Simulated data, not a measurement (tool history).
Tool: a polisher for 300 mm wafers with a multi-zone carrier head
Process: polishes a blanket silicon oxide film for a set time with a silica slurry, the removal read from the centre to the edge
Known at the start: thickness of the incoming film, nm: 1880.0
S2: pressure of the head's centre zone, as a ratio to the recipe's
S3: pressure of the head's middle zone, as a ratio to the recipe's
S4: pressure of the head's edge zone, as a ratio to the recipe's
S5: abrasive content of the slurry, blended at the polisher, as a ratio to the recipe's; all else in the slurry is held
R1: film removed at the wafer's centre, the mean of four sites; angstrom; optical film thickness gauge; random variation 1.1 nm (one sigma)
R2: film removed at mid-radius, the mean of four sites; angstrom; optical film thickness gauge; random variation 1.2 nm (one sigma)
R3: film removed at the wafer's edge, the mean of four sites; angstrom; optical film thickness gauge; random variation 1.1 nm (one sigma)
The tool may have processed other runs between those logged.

Run 1, hour 0: flow of slurry (ml/min) 255, S2 1, S3 1, S4 1, S5 1, polishing time (s) 41. Result: R1 982.48 angstrom, R2 962.07 angstrom, R3 994.43 angstrom.
Run 2, hour 2.4: flow of slurry (ml/min) 255, S2 1.01, S3 1.01, S4 0.98, S5 1, polishing time (s) 41. Result: R1 987.57 angstrom, R2 976.72 angstrom, R3 983.32 angstrom.
Run 3, hour 7.5: flow of slurry (ml/min) 255, S2 1.01, S3 1.01, S4 0.98, S5 1.2, polishing time (s) 41. Result: R1 1038 angstrom, R2 1037.9 angstrom, R3 1026 angstrom.
Run 4, hour 12.8: flow of slurry (ml/min) 255, S2 1.01, S3 0.96, S4 0.98, S5 1.2, polishing time (s) 41. Result: R1 1061.2 angstrom, R2 1000.6 angstrom, R3 1027.4 angstrom.
Run 5, hour 16.1: flow of slurry (ml/min) 255, S2 1.01, S3 0.97, S4 0.96, S5 1.2, polishing time (s) 41. Result: R1 1076.4 angstrom, R2 1001.3 angstrom, R3 1032.1 angstrom.
Run 6, hour 19.9: flow of slurry (ml/min) 255, S2 0.95, S3 0.97, S4 0.96, S5 1.2, polishing time (s) 41. Result: R1 1008.7 angstrom, R2 1004.1 angstrom, R3 1015.9 angstrom.
Run 7, hour 26.3: flow of slurry (ml/min) 255, S2 0.96, S3 0.98, S4 0.94, S5 1.2, polishing time (s) 41. Result: R1 1017.7 angstrom, R2 1013.5 angstrom, R3 1020.8 angstrom.
Run 8, hour 29.3: flow of slurry (ml/min) 260, S2 0.97, S3 1, S4 0.93, S5 1.2, polishing time (s) 41. Result: R1 1024.4 angstrom, R2 1030.4 angstrom, R3 1013.8 angstrom.

Run 9 comes next. What will it give?
Run 9, hour 32.8: flow of slurry (ml/min) 260, S2 0.98, S3 1.01, S4 0.92, S5 1.2, polishing time (s) 41. Result: R1 ?, R2 ?, R3 ?.

R1: 1025.5 angstrom
R2: 1036.5 angstrom
R3: 989.85 angstrom
